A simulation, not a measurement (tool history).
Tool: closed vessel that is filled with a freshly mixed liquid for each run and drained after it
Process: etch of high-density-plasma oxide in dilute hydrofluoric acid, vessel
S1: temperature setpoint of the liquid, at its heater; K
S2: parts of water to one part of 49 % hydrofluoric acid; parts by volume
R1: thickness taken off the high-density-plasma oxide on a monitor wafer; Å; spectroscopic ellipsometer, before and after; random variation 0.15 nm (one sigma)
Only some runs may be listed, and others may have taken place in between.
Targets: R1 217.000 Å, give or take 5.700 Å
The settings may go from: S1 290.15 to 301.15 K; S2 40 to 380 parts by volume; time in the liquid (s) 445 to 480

{"run": 1, "hour": 0.0, "S1": 293.15, "S2": 210, "time in the liquid (s)": 445, "R1": 81.328}
{"run": 2, "hour": 7.2, "S1": 291.65, "S2": 210, "time in the liquid (s)": 445, "R1": 77.289}
{"run": 3, "hour": 8.4, "S1": 291.65, "S2": 160, "time in the liquid (s)": 445, "R1": 105.85}
{"run": 4, "hour": 11.0, "S1": 291.65, "S2": 160, "time in the liquid (s)": 480, "R1": 114.64}
{"run": 5, "hour": 16.0, "S1": 291.65, "S2": 230, "time in the liquid (s)": 480, "R1": 74.699}
{"run": 6, "hour": 22.7, "S1": 290.15, "S2": 230, "time in the liquid (s)": 480, "R1": 70.221}
{"run": 7, "hour": 29.4, "S1": 292.65, "S2": 205, "time in the liquid (s)": 480, "R1": 88.955}
{"run": 8, "hour": 32.1, "S1": 294.15, "S2": 180, "time in the liquid (s)": 480, "R1": 110.45}
{"run": 9, "hour": 40.5, "S1": 298.15, "S2": 100, "time in the liquid (s)": 480, "R1": 251.16}
{"run": 10, "hour": 47.3, "S1": 297.65, "S2": 100, "time in the liquid (s)": 480, "R1": 250.47}
{"run": 11, "hour": 52.7, "S1": 297.15, "S2": 100, "time in the liquid (s)": 480, "R1": 241.14}
{"run": 12, "hour": 59.6, "S1": 296.65, "S2": 100, "time in the liquid (s)": 480, "R1": 238.67}
{"run": 13, "hour": 68.8, "S1": 296.15, "S2": 100, "time in the liquid (s)": 480, "R1": 233.21}
{"run": 14, "hour": 75.6, "S1": 295.65, "S2": 100, "time in the liquid (s)": 480, "R1": 230.5}
{"run": 15, "hour": 76.6, "S1": 295.15, "S2": 100, "time in the liquid (s)": 480, "R1": 224.56}

Next run, 4 choices. One meets every target within its allowed miss, the rest don't. Which?
{"run": "A", "hour": 77.6, "S1": 295.65, "S2": 100, "time in the liquid (s)": 480, "R1": "?"}
{"run": "B", "hour": 77.6, "S1": 296.15, "S2": 105, "time in the liquid (s)": 465, "R1": "?"}
{"run": "C", "hour": 77.6, "S1": 296.65, "S2": 115, "time in the liquid (s)": 480, "R1": "?"}
{"run": "D", "hour": 77.6, "S1": 294.65, "S2": 95, "time in the liquid (s)": 470, "R1": "?"}

move=A R1=229.950
move=B R1=215.160
move=C R1=204.400
move=D R1=228.970
A: further off than the last run
B: all results in spec
C: pushes the last run's worst result past its target
D: further off than the last run
B is the move that brings every result within its allowed miss.

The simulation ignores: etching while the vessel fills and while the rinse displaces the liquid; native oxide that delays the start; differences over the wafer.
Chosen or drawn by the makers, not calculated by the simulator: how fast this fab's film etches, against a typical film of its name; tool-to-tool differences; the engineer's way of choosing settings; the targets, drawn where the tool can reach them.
